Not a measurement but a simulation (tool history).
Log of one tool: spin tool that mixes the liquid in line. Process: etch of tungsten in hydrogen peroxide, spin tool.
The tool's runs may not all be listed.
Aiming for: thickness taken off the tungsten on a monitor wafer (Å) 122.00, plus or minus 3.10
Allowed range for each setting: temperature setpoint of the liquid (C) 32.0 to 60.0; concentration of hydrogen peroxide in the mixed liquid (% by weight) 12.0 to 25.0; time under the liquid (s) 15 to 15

run	hour	temperature setpoint of the liquid (C)	concentration of hydrogen peroxide in the mixed liquid (% by weight)	time under the liquid (s)	thickness taken off the tungsten on a monitor wafer (Å)
1	0.0	44.0	17.0	15	167.69
2	1.6	43.5	17.0	15	162.22
3	5.4	43.5	13.5	15	146.47
4	6.4	47.0	13.5	15	179.21
5	13.2	49.5	13.5	15	209.81
6	19.7	54.5	13.5	15	284.55
7	21.6	53.0	13.5	15	260.54
8	23.9	51.5	13.5	15	239.75
9	26.7	50.5	13.5	15	221.66
10	29.3	49.5	13.5	15	210.58
11	34.5	48.5	13.5	15	196.41

Which one of the following 4 next-run settings gets every result inside its allowed miss? There is exactly one.
A	39.7	41.0	14.5	15	?
B	39.7	40.5	12.0	15	?
C	39.7	41.0	13.5	15	?
D	39.7	42.5	12.5	15	?

move	thickness taken off the tungsten on a monitor wafer (Å)
A	128.07
B	112.80
C	123.58
D	130.97
A: better than the last run, though not everything is in spec
B: takes the result that was furthest off past its target
C: meets every target
D: better than the last run, though not everything is in spec
Move C is the one to make.

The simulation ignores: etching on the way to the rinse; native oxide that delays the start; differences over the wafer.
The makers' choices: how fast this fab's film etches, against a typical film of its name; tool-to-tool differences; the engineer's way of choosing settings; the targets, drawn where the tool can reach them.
